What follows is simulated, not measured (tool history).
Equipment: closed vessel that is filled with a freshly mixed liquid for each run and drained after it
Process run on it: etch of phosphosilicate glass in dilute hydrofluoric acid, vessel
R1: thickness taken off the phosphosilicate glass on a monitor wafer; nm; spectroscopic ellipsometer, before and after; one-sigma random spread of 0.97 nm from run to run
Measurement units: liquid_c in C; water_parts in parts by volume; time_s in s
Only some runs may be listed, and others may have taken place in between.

Run 1, day 0.000: liquid_c 25.0 C, water_parts 50 parts by volume, time_s 95 s. Result: R1 210.36 nm.
Run 2, day 0.275: liquid_c 25.0 C, water_parts 50 parts by volume, time_s 95 s. Result: R1 207.95 nm.
Run 3, day 0.646: liquid_c 24.0 C, water_parts 50 parts by volume, time_s 95 s. Result: R1 200.31 nm.
Run 4, day 0.883: liquid_c 24.0 C, water_parts 50 parts by volume, time_s 100 s. Result: R1 210.90 nm.
At day 0.996: thermometer replaced.
Run 5, day 0.996: liquid_c 24.0 C, water_parts 50 parts by volume, time_s 100 s. Result: R1 192.73 nm.
Run 6, day 1.054: liquid_c 24.0 C, water_parts 35 parts by volume, time_s 100 s. Result: R1 279.33 nm.
Run 7, day 1.358: liquid_c 23.0 C, water_parts 40 parts by volume, time_s 100 s. Result: R1 236.21 nm.
Run 8, day 1.446: liquid_c 22.0 C, water_parts 40 parts by volume, time_s 100 s. Result: R1 223.20 nm.
Run 9, day 1.629: liquid_c 21.5 C, water_parts 40 parts by volume, time_s 100 s. Result: R1 220.46 nm.

Run 10 comes next. What will it give?
Run 10, day 1.992: liquid_c 21.0 C, water_parts 40 parts by volume, time_s 100 s. Result: R1 ?.

{"run 10": {"R1": 216.68}}
